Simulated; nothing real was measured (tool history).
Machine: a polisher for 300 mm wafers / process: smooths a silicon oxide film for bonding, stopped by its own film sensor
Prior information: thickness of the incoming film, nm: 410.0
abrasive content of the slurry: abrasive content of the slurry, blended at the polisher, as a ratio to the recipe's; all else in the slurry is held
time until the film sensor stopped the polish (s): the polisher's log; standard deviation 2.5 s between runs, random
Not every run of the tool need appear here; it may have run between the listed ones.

run  hour  flow of slurry (ml/min)  pressure of the wafer on the pad (kPa)  speed of the pad under the wafer (cm/s)  abrasive content of the slurry  target thickness at which the film sensor stops the polish (Å)  time until the film sensor stopped the polish (s)
  1     0                      145                                    13.1                                       88                               1                                                            3480                                             116.88
  2   8.1                      160                                    13.1                                       88                               1                                                            3480                                             112.87
  3  11.1                      160                                    15.9                                       88                               1                                                            3480                                             95.995
  4  16.9                      160                                    14.5                                       86                               1                                                            3480                                             105.36
  5    21                      160                                    14.5                                       86                               1                                                            3540                                             96.832
  6  27.8                      155                                    13.1                                       84                               1                                                            3540                                             109.24
  7    36                      150                                    11.7                                       82                               1                                                            3540                                             125.78
  8  39.9                      145                                      11                                       82                               1                                                            3540                                             131.61

Predict the results of run 9:
  9  48.8                      145                                    10.3                                       82                               1                                                            3540                                                  ?

time until the film sensor stopped the polish (s): 140.12

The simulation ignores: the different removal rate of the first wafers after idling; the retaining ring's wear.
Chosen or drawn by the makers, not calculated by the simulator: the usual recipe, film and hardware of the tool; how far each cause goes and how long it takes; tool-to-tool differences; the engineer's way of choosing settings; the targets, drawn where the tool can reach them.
